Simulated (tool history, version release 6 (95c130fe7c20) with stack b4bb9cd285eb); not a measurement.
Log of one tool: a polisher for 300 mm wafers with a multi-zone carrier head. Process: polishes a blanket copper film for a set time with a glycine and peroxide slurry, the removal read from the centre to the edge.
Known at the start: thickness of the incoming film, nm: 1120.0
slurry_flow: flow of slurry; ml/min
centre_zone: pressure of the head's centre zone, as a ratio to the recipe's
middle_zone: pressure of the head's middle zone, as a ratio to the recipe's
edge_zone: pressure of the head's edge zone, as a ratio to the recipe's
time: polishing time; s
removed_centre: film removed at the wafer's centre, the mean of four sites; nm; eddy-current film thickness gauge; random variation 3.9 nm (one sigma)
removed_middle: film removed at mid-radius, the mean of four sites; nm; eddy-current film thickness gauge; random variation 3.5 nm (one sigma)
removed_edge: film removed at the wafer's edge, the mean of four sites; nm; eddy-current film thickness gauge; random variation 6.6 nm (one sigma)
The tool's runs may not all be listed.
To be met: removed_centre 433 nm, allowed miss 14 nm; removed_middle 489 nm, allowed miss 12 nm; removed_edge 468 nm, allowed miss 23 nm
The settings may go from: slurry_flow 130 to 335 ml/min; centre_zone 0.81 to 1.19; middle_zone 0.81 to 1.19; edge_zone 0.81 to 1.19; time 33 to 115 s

Run 1, hour 0: slurry_flow 215 ml/min, centre_zone 1, middle_zone 1, edge_zone 1, time 73 s. Result: removed_centre 307.19 nm, removed_middle 349.93 nm, removed_edge 351.98 nm.
Run 2, hour 1.6: slurry_flow 215 ml/min, centre_zone 1, middle_zone 1, edge_zone 1, time 60 s. Result: removed_centre 252.7 nm, removed_middle 294.55 nm, removed_edge 283.83 nm.
Run 3, hour 9.4: slurry_flow 220 ml/min, centre_zone 1.02, middle_zone 1.02, edge_zone 1.02, time 64 s. Result: removed_centre 280.68 nm, removed_middle 312.33 nm, removed_edge 303.66 nm.
Run 4, hour 16.5: slurry_flow 220 ml/min, centre_zone 1.02, middle_zone 1.02, edge_zone 1.02, time 81 s. Result: removed_centre 349.58 nm, removed_middle 401.16 nm, removed_edge 391.55 nm.
Run 5, hour 20.1: slurry_flow 180 ml/min, centre_zone 1.02, middle_zone 1.02, edge_zone 1.02, time 81 s. Result: removed_centre 344.11 nm, removed_middle 391.95 nm, removed_edge 382.36 nm.
Run 6, hour 29.1: slurry_flow 180 ml/min, centre_zone 0.98, middle_zone 1.02, edge_zone 1.02, time 81 s. Result: removed_centre 323.43 nm, removed_middle 388.64 nm, removed_edge 381.76 nm.
Run 7, hour 33.8: slurry_flow 180 ml/min, centre_zone 0.98, middle_zone 1.02, edge_zone 1.02, time 81 s. Result: removed_centre 327.42 nm, removed_middle 393.34 nm, removed_edge 375.61 nm.
Run 8, hour 39.2: slurry_flow 195 ml/min, centre_zone 0.99, middle_zone 1.03, edge_zone 1.03, time 82 s. Result: removed_centre 339.79 nm, removed_middle 404.66 nm, removed_edge 404.68 nm.
Run 9, hour 46: slurry_flow 210 ml/min, centre_zone 1.01, middle_zone 1.05, edge_zone 1.03, time 82 s. Result: removed_centre 343.85 nm, removed_middle 411.18 nm, removed_edge 393.93 nm.
Run 10, hour 52.8: slurry_flow 220 ml/min, centre_zone 1.02, middle_zone 1.06, edge_zone 1.04, time 83 s. Result: removed_centre 357.7 nm, removed_middle 423.16 nm, removed_edge 401.53 nm.
Run 11, hour 61.1: slurry_flow 230 ml/min, centre_zone 1.03, middle_zone 1.07, edge_zone 1.05, time 84 s. Result: removed_centre 367.76 nm, removed_middle 433.9 nm, removed_edge 415.94 nm.
Run 12, hour 68.3: slurry_flow 235 ml/min, centre_zone 1.04, middle_zone 1.08, edge_zone 1.06, time 85 s. Result: removed_centre 368.6 nm, removed_middle 442.79 nm, removed_edge 407.5 nm.
Run 13, hour 75.2: slurry_flow 240 ml/min, centre_zone 1.04, middle_zone 1.07, edge_zone 1.06, time 86 s. Result: removed_centre 384.29 nm, removed_middle 448.91 nm, removed_edge 426.38 nm.
Run 14, hour 84.1: slurry_flow 300 ml/min, centre_zone 1.08, middle_zone 1.1, edge_zone 1.11, time 88 s. Result: removed_centre 420.47 nm, removed_middle 475.56 nm, removed_edge 440.61 nm.
Run 15, hour 87.5: slurry_flow 300 ml/min, centre_zone 1.08, middle_zone 1.1, edge_zone 1.12, time 88 s. Result: removed_centre 416.59 nm, removed_middle 479.17 nm, removed_edge 446.28 nm.
Run 16, hour 90.7: slurry_flow 300 ml/min, centre_zone 1.08, middle_zone 1.1, edge_zone 1.13, time 88 s. Result: removed_centre 416.22 nm, removed_middle 468.98 nm, removed_edge 452.22 nm.
Run 17, hour 95: slurry_flow 300 ml/min, centre_zone 1.08, middle_zone 1.1, edge_zone 1.13, time 88 s. Result: removed_centre 412.18 nm, removed_middle 471.03 nm, removed_edge 452.17 nm.

5 next moves are on the table. One of them brings every result within its allowed miss. Which?
Run A, hour 99.3: slurry_flow 305 ml/min, centre_zone 1.16, middle_zone 1.12, edge_zone 1.15, time 83 s. Result: removed_centre ?, removed_middle ?, removed_edge ?.
Run B, hour 99.3: slurry_flow 305 ml/min, centre_zone 1.08, middle_zone 1.08, edge_zone 1.19, time 85 s. Result: removed_centre ?, removed_middle ?, removed_edge ?.
Run C, hour 99.3: slurry_flow 310 ml/min, centre_zone 0.94, middle_zone 1.07, edge_zone 1.19, time 98 s. Result: removed_centre ?, removed_middle ?, removed_edge ?.
Run D, hour 99.3: slurry_flow 300 ml/min, centre_zone 1.09, middle_zone 1.19, edge_zone 1.16, time 90 s. Result: removed_centre ?, removed_middle ?, removed_edge ?.
Run E, hour 99.3: slurry_flow 270 ml/min, centre_zone 1.1, middle_zone 1.1, edge_zone 1.12, time 92 s. Result: removed_centre ?, removed_middle ?, removed_edge ?.

move  removed_centre  removed_middle  removed_edge
   A          418.06          454.39        427.28
   B          398.05          451.22        445.68
   C          399.05          517.16        514.44
   D           425.1           518.6        464.46
   E          433.85          490.86        463.58
A: further off than the last run
B: further off than the last run
C: takes the result that was furthest off past its target
D: takes the result that was furthest off past its target
E: meets every target
Move E is the one to make.
